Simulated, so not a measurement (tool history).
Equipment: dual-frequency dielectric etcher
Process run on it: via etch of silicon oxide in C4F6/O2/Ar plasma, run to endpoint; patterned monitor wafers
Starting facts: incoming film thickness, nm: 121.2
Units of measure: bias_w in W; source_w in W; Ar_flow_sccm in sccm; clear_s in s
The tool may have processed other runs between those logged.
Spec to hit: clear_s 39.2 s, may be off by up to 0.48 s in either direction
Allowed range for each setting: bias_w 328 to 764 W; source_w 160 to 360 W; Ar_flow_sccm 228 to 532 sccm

| run | hour | bias_w | source_w | Ar_flow_sccm | clear_s |
|---|---|---|---|---|---|
| 1 | 0 | 546 | 260 | 380 | 31.546 |
| 2 | 1.6 | 476 | 240 | 385 | 35.369 |
| 3 | 6 | 476 | 240 | 348 | 35.182 |
| 4 | 13 | 476 | 240 | 323 | 34.992 |
| 5 | 16.2 | 438 | 240 | 323 | 37.017 |
| 6 | 20.8 | 423 | 240 | 323 | 37.715 |
| 7 | 29.6 | 413 | 240 | 323 | 38.54 |
| 8 | 31.2 | 409 | 240 | 323 | 38.65 |

4 candidate next runs follow, results not yet known. Just one meets every target within its allowed miss. Identify it.
| A | 32.8 | 429 | 220 | 335 | ? |
| B | 32.8 | 436 | 230 | 326 | ? |
| C | 32.8 | 408 | 250 | 336 | ? |
| D | 32.8 | 430 | 240 | 365 | ? |

| move | clear_s |
|---|---|
| A | 39.257 |
| B | 37.916 |
| C | 38.194 |
| D | 37.791 |
A: each result inside its tolerance
B: its largest miss is bigger than the last run's
C: its largest miss is bigger than the last run's
D: its largest miss is bigger than the last run's
Go with A: it meets all targets.
